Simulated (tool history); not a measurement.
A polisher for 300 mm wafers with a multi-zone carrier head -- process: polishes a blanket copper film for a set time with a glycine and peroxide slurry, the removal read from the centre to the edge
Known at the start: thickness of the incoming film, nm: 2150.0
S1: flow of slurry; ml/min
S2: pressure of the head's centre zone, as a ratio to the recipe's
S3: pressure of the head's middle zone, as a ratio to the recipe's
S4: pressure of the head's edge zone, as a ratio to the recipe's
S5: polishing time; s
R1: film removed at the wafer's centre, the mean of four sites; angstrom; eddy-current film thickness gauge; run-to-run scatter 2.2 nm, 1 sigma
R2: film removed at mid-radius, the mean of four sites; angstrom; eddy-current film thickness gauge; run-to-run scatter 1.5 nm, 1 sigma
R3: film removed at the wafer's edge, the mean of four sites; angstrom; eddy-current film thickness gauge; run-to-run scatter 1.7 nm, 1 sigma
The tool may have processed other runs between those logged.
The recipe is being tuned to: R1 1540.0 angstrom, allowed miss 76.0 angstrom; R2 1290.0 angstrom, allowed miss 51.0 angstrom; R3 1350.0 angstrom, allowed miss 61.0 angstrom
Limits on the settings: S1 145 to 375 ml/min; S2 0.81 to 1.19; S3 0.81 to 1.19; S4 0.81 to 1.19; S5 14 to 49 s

run 1 day=0.000 | S1=240 S2=1.00 S3=1.00 S4=1.00 S5=31 | R1=1558.5 R2=1556.6 R3=1559.7
run 2 day=0.092 | S1=240 S2=1.01 S3=0.99 S4=0.99 S5=31 | R1=1525.1 R2=1525.6 R3=1590.2
run 3 day=0.458 | S1=240 S2=1.07 S3=0.99 S4=0.99 S5=31 | R1=1652.4 R2=1566.8 R3=1538.9
run 4 day=0.708 | S1=240 S2=1.07 S3=0.99 S4=1.06 S5=31 | R1=1628.8 R2=1527.2 R3=1595.4
run 5 day=0.821 | S1=240 S2=1.08 S3=0.98 S4=1.05 S5=31 | R1=1663.5 R2=1522.5 R3=1602.4
run 6 day=0.854 | S1=240 S2=1.09 S3=0.97 S4=1.04 S5=31 | R1=1632.2 R2=1530.3 R3=1598.4
run 7 day=0.938 | S1=245 S2=1.10 S3=0.97 S4=1.05 S5=30 | R1=1596.9 R2=1493.7 R3=1535.7
run 8 day=1.175 | S1=235 S2=1.11 S3=0.96 S4=1.04 S5=30 | R1=1610.2 R2=1458.4 R3=1555.4
run 9 day=1.300 | S1=235 S2=1.12 S3=0.96 S4=1.03 S5=30 | R1=1638.8 R2=1458.3 R3=1552.0

Pick the move, out of 4, that brings all results within their allowed miss; only one does.
run A day=1.425 | S1=260 S2=1.00 S3=0.95 S4=1.12 S5=33 | R1=? R2=? R3=?
run B day=1.425 | S1=275 S2=0.87 S3=0.84 S4=1.08 S5=34 | R1=? R2=? R3=?
run C day=1.425 | S1=190 S2=1.10 S3=0.81 S4=1.16 S5=33 | R1=? R2=? R3=?
run D day=1.425 | S1=320 S2=1.15 S3=0.92 S4=0.98 S5=26 | R1=? R2=? R3=?

move=A R1=1637.4 R2=1625.0 R3=1785.3
move=B R1=1473.7 R2=1553.7 R3=1815.2
move=C R1=1735.4 R2=1415.9 R3=1776.1
move=D R1=1515.6 R2=1275.8 R3=1335.7
A: misses by more than the last run did
B: misses by more than the last run did
C: misses by more than the last run did
D: every result lands within tolerance
The move that meets every target is D.

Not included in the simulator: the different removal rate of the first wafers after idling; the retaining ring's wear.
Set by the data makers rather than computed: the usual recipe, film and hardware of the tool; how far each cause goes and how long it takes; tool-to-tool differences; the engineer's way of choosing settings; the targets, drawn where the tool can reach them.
